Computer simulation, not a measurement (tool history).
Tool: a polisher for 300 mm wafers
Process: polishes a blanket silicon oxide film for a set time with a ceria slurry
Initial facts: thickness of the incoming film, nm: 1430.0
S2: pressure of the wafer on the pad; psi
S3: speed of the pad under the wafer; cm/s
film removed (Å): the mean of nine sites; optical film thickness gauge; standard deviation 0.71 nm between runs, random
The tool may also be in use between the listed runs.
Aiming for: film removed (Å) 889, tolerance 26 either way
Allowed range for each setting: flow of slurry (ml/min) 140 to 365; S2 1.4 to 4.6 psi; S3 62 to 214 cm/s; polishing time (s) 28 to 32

Run 1, day 0: flow of slurry (ml/min) 235, S2 3 psi, S3 138 cm/s, polishing time (s) 32. Result: film removed (Å) 1710.6.
Run 2, day 0.371: flow of slurry (ml/min) 235, S2 2.5 psi, S3 138 cm/s, polishing time (s) 32. Result: film removed (Å) 1423.3.
Run 3, day 0.512: flow of slurry (ml/min) 235, S2 2.3 psi, S3 136 cm/s, polishing time (s) 32. Result: film removed (Å) 1295.9.
Run 4, day 0.583: flow of slurry (ml/min) 235, S2 2.1 psi, S3 136 cm/s, polishing time (s) 32. Result: film removed (Å) 1193.4.
Run 5, day 0.779: flow of slurry (ml/min) 290, S2 2.1 psi, S3 136 cm/s, polishing time (s) 32. Result: film removed (Å) 1214.4.
Run 6, day 0.804: flow of slurry (ml/min) 290, S2 2 psi, S3 134 cm/s, polishing time (s) 32. Result: film removed (Å) 1137.1.
Run 7, day 1.075: flow of slurry (ml/min) 290, S2 1.9 psi, S3 134 cm/s, polishing time (s) 32. Result: film removed (Å) 1095.8.
Run 8, day 1.3: flow of slurry (ml/min) 290, S2 1.8 psi, S3 134 cm/s, polishing time (s) 32. Result: film removed (Å) 1035.7.

Which single option among these 5 for the next run brings every result within its allowed miss of target? Just one does.
Run A, day 1.525: flow of slurry (ml/min) 255, S2 1.9 psi, S3 132 cm/s, polishing time (s) 29. Result: film removed (Å) ?.
Run B, day 1.525: flow of slurry (ml/min) 290, S2 2.1 psi, S3 130 cm/s, polishing time (s) 32. Result: film removed (Å) ?.
Run C, day 1.525: flow of slurry (ml/min) 290, S2 1.9 psi, S3 136 cm/s, polishing time (s) 28. Result: film removed (Å) ?.
Run D, day 1.525: flow of slurry (ml/min) 300, S2 1.5 psi, S3 138 cm/s, polishing time (s) 32. Result: film removed (Å) ?.
Run E, day 1.525: flow of slurry (ml/min) 310, S2 2 psi, S3 128 cm/s, polishing time (s) 28. Result: film removed (Å) ?.

move  film removed (Å)
   A             963.8
   B            1167.2
   C            969.66
   D            901.07
   E            965.84
A: an improvement on the last run, though not all results are within tolerance
B: misses by more than the last run did
C: an improvement on the last run, though not all results are within tolerance
D: in spec on every target
E: an improvement on the last run, though not all results are within tolerance
Answer: D

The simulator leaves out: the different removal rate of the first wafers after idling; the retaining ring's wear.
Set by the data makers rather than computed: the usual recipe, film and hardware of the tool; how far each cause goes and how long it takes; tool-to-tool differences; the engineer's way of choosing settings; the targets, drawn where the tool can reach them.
